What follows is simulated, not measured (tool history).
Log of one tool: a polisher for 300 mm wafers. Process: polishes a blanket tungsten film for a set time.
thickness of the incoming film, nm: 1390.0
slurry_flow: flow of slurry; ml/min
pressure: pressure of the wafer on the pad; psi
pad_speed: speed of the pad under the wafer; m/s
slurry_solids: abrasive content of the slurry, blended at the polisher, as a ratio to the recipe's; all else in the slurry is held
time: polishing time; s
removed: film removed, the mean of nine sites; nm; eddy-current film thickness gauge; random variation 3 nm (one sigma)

Run 1, hour 0: slurry_flow 170 ml/min, pressure 3.9 psi, pad_speed 1.18 m/s, slurry_solids 1, time 68 s. Result: removed 453 nm.
Run 2, hour 6: slurry_flow 170 ml/min, pressure 3.9 psi, pad_speed 0.92 m/s, slurry_solids 1, time 68 s. Result: removed 361.35 nm.
Run 3, hour 13.9: slurry_flow 145 ml/min, pressure 3.9 psi, pad_speed 0.92 m/s, slurry_solids 1, time 68 s. Result: removed 343.22 nm.
Run 4, hour 18.5: slurry_flow 160 ml/min, pressure 3.9 psi, pad_speed 0.92 m/s, slurry_solids 1, time 68 s. Result: removed 351.71 nm.
Run 5, hour 26.1: slurry_flow 170 ml/min, pressure 3.9 psi, pad_speed 0.92 m/s, slurry_solids 1, time 68 s. Result: removed 354.64 nm.
Run 6, hour 33.2: slurry_flow 180 ml/min, pressure 3.9 psi, pad_speed 0.92 m/s, slurry_solids 1, time 68 s. Result: removed 355.61 nm.
Run 7, hour 35.5: slurry_flow 185 ml/min, pressure 4 psi, pad_speed 0.92 m/s, slurry_solids 1, time 68 s. Result: removed 371.19 nm.

Forecast run 8:
Run 8, hour 42.3: slurry_flow 190 ml/min, pressure 4 psi, pad_speed 0.92 m/s, slurry_solids 1, time 68 s. Result: removed ?.

removed: 375.34 nm
